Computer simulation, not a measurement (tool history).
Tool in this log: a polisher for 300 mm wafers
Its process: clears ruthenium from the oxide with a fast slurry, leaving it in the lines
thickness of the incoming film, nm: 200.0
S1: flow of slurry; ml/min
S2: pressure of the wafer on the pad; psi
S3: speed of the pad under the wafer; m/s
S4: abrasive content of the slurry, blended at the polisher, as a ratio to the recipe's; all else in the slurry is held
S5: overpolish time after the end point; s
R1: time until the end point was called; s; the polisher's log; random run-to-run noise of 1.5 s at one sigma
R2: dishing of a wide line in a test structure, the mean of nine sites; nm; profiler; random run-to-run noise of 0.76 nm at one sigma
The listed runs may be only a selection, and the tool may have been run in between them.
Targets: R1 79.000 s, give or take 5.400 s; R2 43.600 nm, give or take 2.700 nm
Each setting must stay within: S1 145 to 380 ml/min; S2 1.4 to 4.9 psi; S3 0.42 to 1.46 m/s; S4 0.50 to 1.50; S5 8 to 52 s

run,day,S1,S2,S3,S4,S5,R1,R2
1,0.000,245,3.1,0.94,1.00,26,59.904,59.527
2,0.292,245,2.9,0.94,1.00,25,60.668,56.050
3,0.442,200,2.9,0.94,1.00,25,63.090,55.597
4,0.583,200,3.4,0.94,1.00,25,56.602,59.700
5,0.650,200,3.4,0.94,1.10,25,56.017,59.624
6,1.000,200,3.1,0.92,1.10,24,58.611,56.095
# day 1.129: head pressure recalibrated
7,1.129,200,2.8,0.90,1.10,24,62.154,54.832
8,1.433,200,2.6,0.86,1.10,23,66.108,50.880
9,1.692,200,2.4,0.84,1.10,23,69.300,48.455

Exactly one of the 5 candidate moves below puts every result within its allowed miss. Which one?
A,1.950,215,2.1,1.08,1.15,23,?,?
B,1.950,220,2.9,0.84,1.05,23,?,?
C,1.950,210,1.4,0.88,1.00,31,?,?
D,1.950,160,2.9,0.88,1.00,28,?,?
E,1.950,175,2.6,0.64,1.15,23,?,?

move,R1,R2
A,62.582,51.328
B,63.749,50.634
C,90.471,48.725
D,65.260,57.340
E,79.855,42.631
A: the biggest miss grows against the last run
B: the biggest miss grows against the last run
C: the biggest miss grows against the last run
D: the biggest miss grows against the last run
E: all results in spec
The move that meets every target is E.
